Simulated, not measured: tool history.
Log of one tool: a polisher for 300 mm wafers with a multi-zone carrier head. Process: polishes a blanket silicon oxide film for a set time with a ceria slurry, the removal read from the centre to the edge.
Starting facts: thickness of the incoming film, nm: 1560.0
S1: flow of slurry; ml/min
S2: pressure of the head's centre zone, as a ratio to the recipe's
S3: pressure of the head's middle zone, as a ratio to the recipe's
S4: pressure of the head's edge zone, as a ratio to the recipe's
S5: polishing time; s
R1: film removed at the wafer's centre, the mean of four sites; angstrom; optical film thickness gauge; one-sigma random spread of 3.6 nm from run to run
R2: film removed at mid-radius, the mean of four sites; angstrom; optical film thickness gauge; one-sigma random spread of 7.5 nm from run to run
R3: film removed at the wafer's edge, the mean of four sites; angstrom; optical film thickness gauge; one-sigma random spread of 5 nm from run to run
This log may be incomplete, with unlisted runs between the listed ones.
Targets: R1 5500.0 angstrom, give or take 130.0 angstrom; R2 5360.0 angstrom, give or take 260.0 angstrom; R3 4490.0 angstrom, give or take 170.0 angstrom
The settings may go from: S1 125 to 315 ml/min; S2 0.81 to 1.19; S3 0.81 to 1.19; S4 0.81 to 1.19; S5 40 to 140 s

| run | hour | S1 | S2 | S3 | S4 | S5 | R1 | R2 | R3 |
|---|---|---|---|---|---|---|---|---|---|
| 1 | 0.0 | 205 | 1.00 | 1.00 | 1.00 | 90 | 4411.0 | 4282.8 | 4314.2 |
| 2 | 7.1 | 225 | 1.04 | 1.05 | 0.99 | 91 | 4712.7 | 4536.1 | 4290.9 |
| 3 | 10.5 | 235 | 1.06 | 1.09 | 1.00 | 92 | 4837.1 | 4685.2 | 4478.5 |
| 4 | 17.0 | 205 | 1.06 | 1.09 | 1.00 | 92 | 4710.0 | 4606.3 | 4467.8 |
| 5 | 25.7 | 205 | 1.06 | 1.09 | 0.94 | 92 | 4749.5 | 4721.7 | 4278.5 |
| 6 | 32.6 | 220 | 1.08 | 1.11 | 0.93 | 93 | 4942.7 | 4897.1 | 4332.7 |
| 7 | 37.6 | 235 | 1.10 | 1.13 | 0.93 | 94 | 5148.6 | 4931.6 | 4492.3 |
| 8 | 38.6 | 245 | 1.11 | 1.15 | 0.90 | 95 | 5327.6 | 5011.6 | 4390.6 |
| 9 | 43.7 | 245 | 1.11 | 1.16 | 0.89 | 96 | 5389.4 | 5376.3 | 4399.6 |
| 10 | 50.6 | 245 | 1.11 | 1.16 | 0.89 | 96 | 5353.5 | 5240.0 | 4428.3 |
| 11 | 57.0 | 250 | 1.11 | 1.17 | 0.89 | 96 | 5434.1 | 5317.6 | 4415.7 |

Next run, 4 choices. One meets every target within its allowed miss, the rest don't. Which?
| A | 63.4 | 260 | 1.19 | 1.19 | 0.92 | 89 | ? | ? | ? |
| B | 63.4 | 250 | 1.11 | 1.14 | 0.88 | 98 | ? | ? | ? |
| C | 63.4 | 315 | 1.14 | 1.11 | 0.86 | 97 | ? | ? | ? |
| D | 63.4 | 240 | 1.08 | 1.19 | 0.88 | 97 | ? | ? | ? |

| move | R1 | R2 | R3 |
|---|---|---|---|
| A | 5339.3 | 5196.8 | 4148.7 |
| B | 5450.8 | 5490.7 | 4463.0 |
| C | 5697.4 | 5446.0 | 4458.3 |
| D | 5220.1 | 5611.7 | 4397.3 |
A: the biggest miss grows against the last run
B: every result lands within tolerance
C: takes the biggest miss from the last run beyond its target
D: the biggest miss grows against the last run
B meets every target.
